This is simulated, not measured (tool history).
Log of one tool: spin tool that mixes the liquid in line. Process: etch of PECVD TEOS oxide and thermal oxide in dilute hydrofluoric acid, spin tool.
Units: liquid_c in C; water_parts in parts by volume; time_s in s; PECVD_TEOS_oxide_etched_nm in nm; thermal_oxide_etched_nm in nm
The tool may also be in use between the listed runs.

Run 1, day 0: liquid_c 25 C, water_parts 130 parts by volume, time_s 145 s. Result: PECVD_TEOS_oxide_etched_nm 29.066 nm, thermal_oxide_etched_nm 4.915 nm.
Run 2, day 0.271: liquid_c 23 C, water_parts 145 parts by volume, time_s 145 s. Result: PECVD_TEOS_oxide_etched_nm 23.483 nm, thermal_oxide_etched_nm 3.975 nm.
Run 3, day 0.554: liquid_c 23 C, water_parts 105 parts by volume, time_s 145 s. Result: PECVD_TEOS_oxide_etched_nm 34.154 nm, thermal_oxide_etched_nm 5.8278 nm.
Run 4, day 0.767: liquid_c 20 C, water_parts 105 parts by volume, time_s 145 s. Result: PECVD_TEOS_oxide_etched_nm 30.372 nm, thermal_oxide_etched_nm 5.2008 nm.
Run 5, day 1.05: liquid_c 20 C, water_parts 105 parts by volume, time_s 95 s. Result: PECVD_TEOS_oxide_etched_nm 19.82 nm, thermal_oxide_etched_nm 3.3751 nm.
Run 6, day 1.321: liquid_c 18.5 C, water_parts 105 parts by volume, time_s 95 s. Result: PECVD_TEOS_oxide_etched_nm 18.808 nm, thermal_oxide_etched_nm 3.1577 nm.
Run 7, day 1.638: liquid_c 18.5 C, water_parts 105 parts by volume, time_s 95 s. Result: PECVD_TEOS_oxide_etched_nm 18.815 nm, thermal_oxide_etched_nm 3.1921 nm.
Run 8, day 1.938: liquid_c 18 C, water_parts 115 parts by volume, time_s 95 s. Result: PECVD_TEOS_oxide_etched_nm 16.657 nm, thermal_oxide_etched_nm 2.8424 nm.
Run 9, day 2.15: liquid_c 18 C, water_parts 120 parts by volume, time_s 95 s. Result: PECVD_TEOS_oxide_etched_nm 15.69 nm, thermal_oxide_etched_nm 2.6817 nm.
Run 10, day 2.458: liquid_c 18 C, water_parts 120 parts by volume, time_s 95 s. Result: PECVD_TEOS_oxide_etched_nm 15.889 nm, thermal_oxide_etched_nm 2.6856 nm.

Run 11 comes next. What will it give?
Run 11, day 2.679: liquid_c 17.5 C, water_parts 125 parts by volume, time_s 95 s. Result: PECVD_TEOS_oxide_etched_nm ?, thermal_oxide_etched_nm ?.

PECVD_TEOS_oxide_etched_nm: 14.777 nm
thermal_oxide_etched_nm: 2.5107 nm
